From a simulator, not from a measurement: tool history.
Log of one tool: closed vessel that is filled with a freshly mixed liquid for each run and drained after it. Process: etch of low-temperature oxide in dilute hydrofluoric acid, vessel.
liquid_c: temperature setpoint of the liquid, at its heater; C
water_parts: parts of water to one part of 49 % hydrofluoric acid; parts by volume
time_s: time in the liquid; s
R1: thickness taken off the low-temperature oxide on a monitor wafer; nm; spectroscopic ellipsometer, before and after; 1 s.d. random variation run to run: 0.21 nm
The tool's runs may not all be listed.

run 1 day=0 | liquid_c=22 water_parts=200 time_s=205 | R1=17.163
run 2 day=0.225 | liquid_c=20.5 water_parts=200 time_s=205 | R1=16.239
run 3 day=0.296 | liquid_c=20.5 water_parts=200 time_s=205 | R1=16.087
run 4 day=0.579 | liquid_c=21.5 water_parts=195 time_s=205 | R1=17.504
run 5 day=0.817 | liquid_c=18.5 water_parts=195 time_s=205 | R1=15.349
run 6 day=1.121 | liquid_c=21 water_parts=195 time_s=205 | R1=16.871
run 7 day=1.192 | liquid_c=22 water_parts=190 time_s=205 | R1=18.188
run 8 day=1.462 | liquid_c=23 water_parts=185 time_s=205 | R1=19.651
-- day=1.55 hydrofluoric acid flow meter replaced
run 9 day=1.55 | liquid_c=23.5 water_parts=180 time_s=205 | R1=18.054
run 10 day=1.846 | liquid_c=24 water_parts=165 time_s=205 | R1=20.701
run 11 day=2.062 | liquid_c=24.5 water_parts=160 time_s=205 | R1=21.531

Predict the results of run 12:
run 12 day=2.25 | liquid_c=25 water_parts=155 time_s=205 | R1=?

{"run 12": {"R1": 22.72}}
